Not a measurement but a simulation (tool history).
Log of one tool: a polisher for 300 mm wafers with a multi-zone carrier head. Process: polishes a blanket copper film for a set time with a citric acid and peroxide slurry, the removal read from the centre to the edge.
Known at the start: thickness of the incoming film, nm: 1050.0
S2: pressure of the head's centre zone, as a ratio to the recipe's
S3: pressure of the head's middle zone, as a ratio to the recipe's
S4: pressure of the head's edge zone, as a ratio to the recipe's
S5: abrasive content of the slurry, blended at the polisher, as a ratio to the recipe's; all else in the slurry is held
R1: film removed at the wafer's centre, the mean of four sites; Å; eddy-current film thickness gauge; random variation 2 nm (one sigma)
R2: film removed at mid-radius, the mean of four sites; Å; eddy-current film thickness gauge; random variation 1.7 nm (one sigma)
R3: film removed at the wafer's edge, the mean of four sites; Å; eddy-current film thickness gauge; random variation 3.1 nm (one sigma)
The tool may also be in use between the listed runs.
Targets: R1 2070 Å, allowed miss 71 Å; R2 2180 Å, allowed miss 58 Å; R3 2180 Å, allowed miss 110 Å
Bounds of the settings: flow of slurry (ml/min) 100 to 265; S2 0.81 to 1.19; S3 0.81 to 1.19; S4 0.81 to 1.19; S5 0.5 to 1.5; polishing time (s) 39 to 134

run 1 day=0 | flow_of_slurry_(ml/min)=170 S2=1 S3=1 S4=1 S5=1 polishing_time_(s)=86 | R1=1699.4 R2=1695.6 R3=1724.1
run 2 day=0.183 | flow_of_slurry_(ml/min)=170 S2=1 S3=1 S4=0.96 S5=1 polishing_time_(s)=86 | R1=1668.3 R2=1697.6 R3=1712.4
run 3 day=0.371 | flow_of_slurry_(ml/min)=180 S2=0.99 S3=1.02 S4=1 S5=1.15 polishing_time_(s)=88 | R1=1777 R2=1837.4 R3=1862.5
run 4 day=0.429 | flow_of_slurry_(ml/min)=195 S2=1 S3=1.05 S4=1.03 S5=1.25 polishing_time_(s)=88 | R1=1826.1 R2=1896.8 R3=1889.5
run 5 day=0.504 | flow_of_slurry_(ml/min)=195 S2=1 S3=1.05 S4=0.97 S5=1.25 polishing_time_(s)=88 | R1=1825.5 R2=1935.4 R3=1890.9
run 6 day=0.758 | flow_of_slurry_(ml/min)=195 S2=1 S3=1.05 S4=0.97 S5=1.25 polishing_time_(s)=73 | R1=1528.6 R2=1597.6 R3=1520.8
-- day=0.783 worn pad replaced by a new one
run 7 day=0.783 | flow_of_slurry_(ml/min)=195 S2=1 S3=1.05 S4=0.97 S5=1.25 polishing_time_(s)=73 | R1=1643.9 R2=1738.7 R3=1648.8
run 8 day=0.808 | flow_of_slurry_(ml/min)=195 S2=1 S3=1.05 S4=0.98 S5=1.3 polishing_time_(s)=80 | R1=1845.5 R2=1912 R3=1865.1

5 next moves are on the table. One of them brings every result within its allowed miss. Which?
run A day=0.833 | flow_of_slurry_(ml/min)=170 S2=0.98 S3=1.03 S4=1.01 S5=1.4 polishing_time_(s)=93 | R1=? R2=? R3=?
run B day=0.833 | flow_of_slurry_(ml/min)=125 S2=0.97 S3=0.81 S4=1.14 S5=1.35 polishing_time_(s)=96 | R1=? R2=? R3=?
run C day=0.833 | flow_of_slurry_(ml/min)=180 S2=0.85 S3=0.97 S4=1.14 S5=1 polishing_time_(s)=84 | R1=? R2=? R3=?
run D day=0.833 | flow_of_slurry_(ml/min)=230 S2=1.13 S3=1.19 S4=0.84 S5=1.35 polishing_time_(s)=67 | R1=? R2=? R3=?
run E day=0.833 | flow_of_slurry_(ml/min)=185 S2=0.96 S3=0.88 S4=1.01 S5=1.15 polishing_time_(s)=86 | R1=? R2=? R3=?

move=A R1=2066.7 R2=2161.9 R3=2156.5
move=B R1=1941.8 R2=1694.8 R3=2244
move=C R1=1592.1 R2=1780.2 R3=1979.9
move=D R1=1762.7 R2=1837.1 R3=1465.5
move=E R1=1849.1 R2=1723.9 R3=1957.7
A: meets every target
B: further off than the last run
C: further off than the last run
D: further off than the last run
E: further off than the last run
Answer: A

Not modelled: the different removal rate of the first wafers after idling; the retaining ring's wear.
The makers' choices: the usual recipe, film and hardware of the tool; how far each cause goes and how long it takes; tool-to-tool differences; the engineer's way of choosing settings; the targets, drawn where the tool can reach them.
